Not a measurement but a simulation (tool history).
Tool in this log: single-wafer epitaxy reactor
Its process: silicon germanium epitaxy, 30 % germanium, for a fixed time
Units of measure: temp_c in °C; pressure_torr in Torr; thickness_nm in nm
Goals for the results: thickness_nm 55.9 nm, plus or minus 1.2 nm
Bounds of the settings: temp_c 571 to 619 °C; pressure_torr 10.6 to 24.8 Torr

run    day  temp_c  pressure_torr  thickness_nm
  1      0     595           17.7        51.118
  2  0.133     596           17.7         52.59
  3  0.408     597           17.7        53.013
  4  0.567     597           14.9         50.62
  5  0.667     591           14.9        44.299
  6  1.042     591           16.5        45.384
  7  1.171     594           16.5         48.31
  8  1.479     596           16.5        50.656
  9  1.629     597           16.5        51.972

4 candidate next runs follow, results not yet known. Just one meets every target within its allowed miss. Identify it.
  A  1.779     598           19.4             ?
  B  1.779     596           17.8             ?
  C  1.779     598           17.6             ?
  D  1.779     596           19.1             ?

move  thickness_nm
   A        56.088
   B        52.237
   C        54.265
   D        53.501
A: each result inside its tolerance
B: closer than the last run, but not yet in spec
C: closer than the last run, but not yet in spec
D: closer than the last run, but not yet in spec
So the answer is move A, the one that meets all the targets.
